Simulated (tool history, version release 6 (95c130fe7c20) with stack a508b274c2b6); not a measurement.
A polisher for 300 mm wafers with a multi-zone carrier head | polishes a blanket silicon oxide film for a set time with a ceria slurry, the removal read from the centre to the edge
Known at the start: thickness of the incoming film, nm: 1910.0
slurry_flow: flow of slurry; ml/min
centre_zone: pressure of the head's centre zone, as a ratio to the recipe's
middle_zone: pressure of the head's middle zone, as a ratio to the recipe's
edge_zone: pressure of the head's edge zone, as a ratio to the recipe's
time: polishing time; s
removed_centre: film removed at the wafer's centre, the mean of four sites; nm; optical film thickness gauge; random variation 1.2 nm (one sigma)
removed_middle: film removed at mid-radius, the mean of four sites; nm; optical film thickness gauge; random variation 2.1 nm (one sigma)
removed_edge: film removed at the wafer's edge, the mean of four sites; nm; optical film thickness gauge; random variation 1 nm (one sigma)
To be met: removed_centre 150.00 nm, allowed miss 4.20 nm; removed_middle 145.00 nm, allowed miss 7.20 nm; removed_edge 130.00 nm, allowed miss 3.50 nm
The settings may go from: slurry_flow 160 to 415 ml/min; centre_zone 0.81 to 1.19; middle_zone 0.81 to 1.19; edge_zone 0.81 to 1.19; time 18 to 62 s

Run 1, hour 0.0: slurry_flow 265 ml/min, centre_zone 1.00, middle_zone 1.00, edge_zone 1.00, time 40 s. Result: removed_centre 188.02 nm, removed_middle 188.24 nm, removed_edge 191.14 nm.
Run 2, hour 5.6: slurry_flow 270 ml/min, centre_zone 1.01, middle_zone 1.01, edge_zone 0.97, time 38 s. Result: removed_centre 177.96 nm, removed_middle 178.96 nm, removed_edge 178.05 nm.
Run 3, hour 7.1: slurry_flow 270 ml/min, centre_zone 1.03, middle_zone 1.02, edge_zone 0.94, time 36 s. Result: removed_centre 172.51 nm, removed_middle 171.15 nm, removed_edge 165.50 nm.
Run 4, hour 9.9: slurry_flow 270 ml/min, centre_zone 1.03, middle_zone 1.02, edge_zone 0.86, time 36 s. Result: removed_centre 171.49 nm, removed_middle 172.89 nm, removed_edge 157.38 nm.
Run 5, hour 18.7: slurry_flow 270 ml/min, centre_zone 1.03, middle_zone 1.02, edge_zone 0.93, time 36 s. Result: removed_centre 174.17 nm, removed_middle 170.70 nm, removed_edge 165.17 nm.
Run 6, hour 23.2: slurry_flow 270 ml/min, centre_zone 1.03, middle_zone 1.02, edge_zone 0.91, time 35 s. Result: removed_centre 169.65 nm, removed_middle 164.42 nm, removed_edge 156.76 nm.
Run 7, hour 31.0: slurry_flow 265 ml/min, centre_zone 1.03, middle_zone 1.02, edge_zone 0.89, time 34 s. Result: removed_centre 163.85 nm, removed_middle 164.37 nm, removed_edge 150.57 nm.
Run 8, hour 39.6: slurry_flow 240 ml/min, centre_zone 1.06, middle_zone 0.95, edge_zone 0.81, time 29 s. Result: removed_centre 142.15 nm, removed_middle 131.52 nm, removed_edge 122.64 nm.
Run 9, hour 42.2: slurry_flow 250 ml/min, centre_zone 1.06, middle_zone 0.96, edge_zone 0.82, time 29 s. Result: removed_centre 141.28 nm, removed_middle 131.09 nm, removed_edge 124.71 nm.
Run 10, hour 46.9: slurry_flow 255 ml/min, centre_zone 1.06, middle_zone 0.98, edge_zone 0.82, time 29 s. Result: removed_centre 140.69 nm, removed_middle 132.80 nm, removed_edge 125.56 nm.
Run 11, hour 53.8: slurry_flow 255 ml/min, centre_zone 1.07, middle_zone 1.00, edge_zone 0.82, time 29 s. Result: removed_centre 142.80 nm, removed_middle 135.95 nm, removed_edge 124.72 nm.
Run 12, hour 57.7: slurry_flow 260 ml/min, centre_zone 1.07, middle_zone 1.01, edge_zone 0.82, time 29 s. Result: removed_centre 142.82 nm, removed_middle 138.31 nm, removed_edge 123.57 nm.
Run 13, hour 62.4: slurry_flow 300 ml/min, centre_zone 1.09, middle_zone 1.03, edge_zone 0.89, time 30 s. Result: removed_centre 155.42 nm, removed_middle 150.60 nm, removed_edge 133.75 nm.
Run 14, hour 65.2: slurry_flow 295 ml/min, centre_zone 1.09, middle_zone 1.03, edge_zone 0.88, time 30 s. Result: removed_centre 156.41 nm, removed_middle 147.92 nm, removed_edge 135.34 nm.
Run 15, hour 71.3: slurry_flow 290 ml/min, centre_zone 1.09, middle_zone 1.03, edge_zone 0.87, time 30 s. Result: removed_centre 153.30 nm, removed_middle 146.27 nm, removed_edge 134.46 nm.

5 next moves are on the table. One of them brings every result within its allowed miss. Which?
Run A, hour 77.4: slurry_flow 280 ml/min, centre_zone 1.06, middle_zone 1.03, edge_zone 0.98, time 31 s. Result: removed_centre ?, removed_middle ?, removed_edge ?.
Run B, hour 77.4: slurry_flow 260 ml/min, centre_zone 1.08, middle_zone 1.04, edge_zone 0.89, time 31 s. Result: removed_centre ?, removed_middle ?, removed_edge ?.
Run C, hour 77.4: slurry_flow 290 ml/min, centre_zone 1.04, middle_zone 1.07, edge_zone 0.88, time 31 s. Result: removed_centre ?, removed_middle ?, removed_edge ?.
Run D, hour 77.4: slurry_flow 280 ml/min, centre_zone 1.06, middle_zone 1.02, edge_zone 0.82, time 30 s. Result: removed_centre ?, removed_middle ?, removed_edge ?.
Run E, hour 77.4: slurry_flow 275 ml/min, centre_zone 1.05, middle_zone 1.05, edge_zone 0.86, time 32 s. Result: removed_centre ?, removed_middle ?, removed_edge ?.

move  removed_centre  removed_middle  removed_edge
   A          154.75          148.45        145.15
   B          156.18          148.37        137.83
   C          152.50          153.98        138.39
   D          149.74          142.51        129.47
   E          157.88          155.48        140.77
A: further off than the last run
B: further off than the last run
C: further off than the last run
D: meets every target
E: further off than the last run
Move D is the one to make.

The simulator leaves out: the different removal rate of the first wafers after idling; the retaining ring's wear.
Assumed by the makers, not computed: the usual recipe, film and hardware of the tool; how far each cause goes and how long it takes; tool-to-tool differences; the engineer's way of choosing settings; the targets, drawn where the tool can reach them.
